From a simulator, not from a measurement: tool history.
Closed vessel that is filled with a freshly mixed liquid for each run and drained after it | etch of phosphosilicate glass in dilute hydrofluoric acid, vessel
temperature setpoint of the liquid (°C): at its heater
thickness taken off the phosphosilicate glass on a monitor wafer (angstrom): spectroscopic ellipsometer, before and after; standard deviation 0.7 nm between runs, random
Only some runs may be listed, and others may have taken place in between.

run,day,temperature setpoint of the liquid (°C),parts of water to one part of 49 % hydrofluoric acid (parts by volume),time in the liquid (s),thickness taken off the phosphosilicate glass on a monitor wafer (angstrom)
1,0,23,185,105,654.65
2,0.367,25,160,105,844.87
3,0.65,26.5,145,105,998.4
4,0.754,26.5,85,105,1863.4
5,0.925,25,85,105,1750.5
6,1,25,85,110,1836.5

Predict the results of run 7:
7,1.346,24,85,110,?

Run 7 yielded thickness taken off the phosphosilicate glass on a monitor wafer (angstrom) 1752.4.
